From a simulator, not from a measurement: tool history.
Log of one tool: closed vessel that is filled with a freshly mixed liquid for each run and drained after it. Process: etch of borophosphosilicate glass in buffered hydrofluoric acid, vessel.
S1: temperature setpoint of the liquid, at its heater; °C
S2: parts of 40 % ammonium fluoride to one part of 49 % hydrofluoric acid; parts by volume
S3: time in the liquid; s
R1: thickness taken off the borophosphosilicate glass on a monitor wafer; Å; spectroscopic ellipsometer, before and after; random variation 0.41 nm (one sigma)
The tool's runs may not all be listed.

{"run": 1, "hour": 0.0, "S1": 22, "S2": 12, "S3": 30, "R1": 400.66}
{"run": 2, "hour": 0.9, "S1": 18.5, "S2": 12, "S3": 30, "R1": 331.78}
{"run": 3, "hour": 4.5, "S1": 18.5, "S2": 15.5, "S3": 30, "R1": 253.62}
{"run": 4, "hour": 13.1, "S1": 20, "S2": 15.5, "S3": 30, "R1": 277.44}
{"run": 5, "hour": 14.3, "S1": 17, "S2": 15.5, "S3": 30, "R1": 235.65}
{"run": 6, "hour": 19.2, "S1": 17, "S2": 18, "S3": 30, "R1": 203.48}
{"run": 7, "hour": 22.9, "S1": 21, "S2": 17, "S3": 30, "R1": 270.14}
{"run": 8, "hour": 31.0, "S1": 24, "S2": 16.5, "S3": 30, "R1": 323.88}
{"run": 9, "hour": 32.0, "S1": 26, "S2": 16, "S3": 30, "R1": 369.77}
{"run": 10, "hour": 35.9, "S1": 27, "S2": 16, "S3": 30, "R1": 391.47}

Estimate the outcome of run 11 from the log above:
{"run": 11, "hour": 39.1, "S1": 28, "S2": 16, "S3": 30, "R1": "?"}

{"run 11": {"R1": 419.14}}
